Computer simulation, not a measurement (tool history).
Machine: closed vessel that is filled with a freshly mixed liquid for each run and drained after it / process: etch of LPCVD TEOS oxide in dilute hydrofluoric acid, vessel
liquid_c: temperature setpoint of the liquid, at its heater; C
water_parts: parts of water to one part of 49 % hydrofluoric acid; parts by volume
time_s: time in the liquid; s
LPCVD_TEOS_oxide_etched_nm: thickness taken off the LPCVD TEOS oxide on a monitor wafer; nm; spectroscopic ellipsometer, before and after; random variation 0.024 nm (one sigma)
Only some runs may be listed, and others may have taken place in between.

run,hour,liquid_c,water_parts,time_s,LPCVD_TEOS_oxide_etched_nm
1,0.0,24.0,250,30,4.7663
2,8.9,24.0,250,30,4.7703
3,16.0,22.5,250,30,4.5029
4,17.4,25.0,250,30,5.0141
5,19.0,25.0,250,30,4.9438
6,21.6,23.5,250,30,4.6517
7,24.6,22.5,250,30,4.5154
8,30.3,21.5,250,30,4.3740
9,36.5,20.5,250,30,4.1863

Run 10 is up next; what results do you expect?
10,44.3,20.0,250,30,?

LPCVD_TEOS_oxide_etched_nm: 4.1514 nm

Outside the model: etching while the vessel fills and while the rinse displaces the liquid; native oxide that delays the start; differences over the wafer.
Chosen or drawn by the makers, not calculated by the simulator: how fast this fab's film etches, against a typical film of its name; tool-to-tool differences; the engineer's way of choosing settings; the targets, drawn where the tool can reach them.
